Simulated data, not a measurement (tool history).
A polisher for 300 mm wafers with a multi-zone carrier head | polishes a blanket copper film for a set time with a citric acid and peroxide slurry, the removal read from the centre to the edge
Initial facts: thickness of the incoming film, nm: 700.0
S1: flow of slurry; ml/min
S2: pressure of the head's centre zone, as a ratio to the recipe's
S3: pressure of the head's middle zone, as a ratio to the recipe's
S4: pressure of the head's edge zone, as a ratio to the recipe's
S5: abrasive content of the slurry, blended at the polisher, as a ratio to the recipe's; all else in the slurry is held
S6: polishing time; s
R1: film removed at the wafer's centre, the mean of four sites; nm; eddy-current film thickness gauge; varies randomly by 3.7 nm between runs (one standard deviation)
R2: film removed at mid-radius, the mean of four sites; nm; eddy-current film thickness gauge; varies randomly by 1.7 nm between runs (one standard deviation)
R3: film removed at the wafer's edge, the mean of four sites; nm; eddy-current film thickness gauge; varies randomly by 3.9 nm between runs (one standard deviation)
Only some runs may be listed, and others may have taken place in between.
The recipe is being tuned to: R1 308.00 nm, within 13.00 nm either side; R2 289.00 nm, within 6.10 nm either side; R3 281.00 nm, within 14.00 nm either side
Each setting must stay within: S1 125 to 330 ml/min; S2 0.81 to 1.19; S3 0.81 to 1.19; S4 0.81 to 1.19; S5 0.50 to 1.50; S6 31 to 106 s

run 1 hour=0.0 | S1=210 S2=1.00 S3=1.00 S4=1.00 S5=1.00 S6=68 | R1=230.33 R2=240.38 R3=235.16
run 2 hour=6.9 | S1=210 S2=1.00 S3=0.94 S4=1.00 S5=1.00 S6=68 | R1=236.25 R2=223.72 R3=235.43
run 3 hour=12.6 | S1=255 S2=1.00 S3=0.94 S4=1.00 S5=1.00 S6=68 | R1=237.36 R2=227.39 R3=238.11
run 4 hour=17.3 | S1=255 S2=1.05 S3=0.98 S4=1.03 S5=1.15 S6=69 | R1=261.76 R2=248.47 R3=252.71
run 5 hour=18.6 | S1=255 S2=1.05 S3=1.01 S4=1.03 S5=1.15 S6=69 | R1=263.05 R2=255.92 R3=260.10
run 6 hour=19.6 | S1=255 S2=1.10 S3=1.01 S4=1.03 S5=1.15 S6=69 | R1=277.82 R2=255.54 R3=259.49
run 7 hour=27.9 | S1=260 S2=1.12 S3=1.04 S4=1.04 S5=1.20 S6=69 | R1=285.47 R2=262.84 R3=256.41
run 8 hour=28.9 | S1=270 S2=1.13 S3=1.06 S4=1.07 S5=1.25 S6=69 | R1=288.69 R2=274.87 R3=258.65
run 9 hour=33.5 | S1=270 S2=1.13 S3=1.05 S4=1.08 S5=1.35 S6=70 | R1=299.22 R2=278.60 R3=269.68
run 10 hour=38.0 | S1=275 S2=1.13 S3=1.05 S4=1.09 S5=1.40 S6=70 | R1=301.82 R2=280.89 R3=275.58

Below are 4 possible settings for the next run. Only one of them brings all results inside the allowed miss of their targets. Which is it?
run A hour=42.5 | S1=265 S2=1.19 S3=1.03 S4=1.16 S5=1.20 S6=71 | R1=? R2=? R3=?
run B hour=42.5 | S1=270 S2=1.19 S3=1.07 S4=1.14 S5=1.40 S6=66 | R1=? R2=? R3=?
run C hour=42.5 | S1=235 S2=1.19 S3=1.01 S4=0.96 S5=1.45 S6=70 | R1=? R2=? R3=?
run D hour=42.5 | S1=330 S2=1.13 S3=1.08 S4=1.08 S5=1.50 S6=68 | R1=? R2=? R3=?

move=A R1=316.02 R2=272.37 R3=282.88
move=B R1=305.14 R2=271.53 R3=270.31
move=C R1=321.10 R2=272.68 R3=262.93
move=D R1=309.43 R2=291.91 R3=279.14
A: further off than the last run
B: further off than the last run
C: further off than the last run
D: each result inside its tolerance
D meets every target.
